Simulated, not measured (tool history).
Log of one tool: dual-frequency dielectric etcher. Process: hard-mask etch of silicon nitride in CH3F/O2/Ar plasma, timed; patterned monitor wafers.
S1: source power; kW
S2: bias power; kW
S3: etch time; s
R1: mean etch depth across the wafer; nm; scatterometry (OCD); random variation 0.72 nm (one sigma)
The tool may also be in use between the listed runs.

run,hour,S1,S2,S3,R1
1,0,0.48,0.068,252.5,168.44
2,0.7,0.48,0.068,252.5,169.94
3,7,0.46,0.067,252.5,165.24
4,9.1,0.44,0.067,252.5,162.86
5,14.7,0.49,0.067,252.5,169.03
6,21.9,0.49,0.056,252.5,163.21
7,26.5,0.47,0.056,252.5,160.02

The next listed run, before its measurement:
8,30.9,0.46,0.056,252.5,?

Run 8 gave R1 157.68 nm.
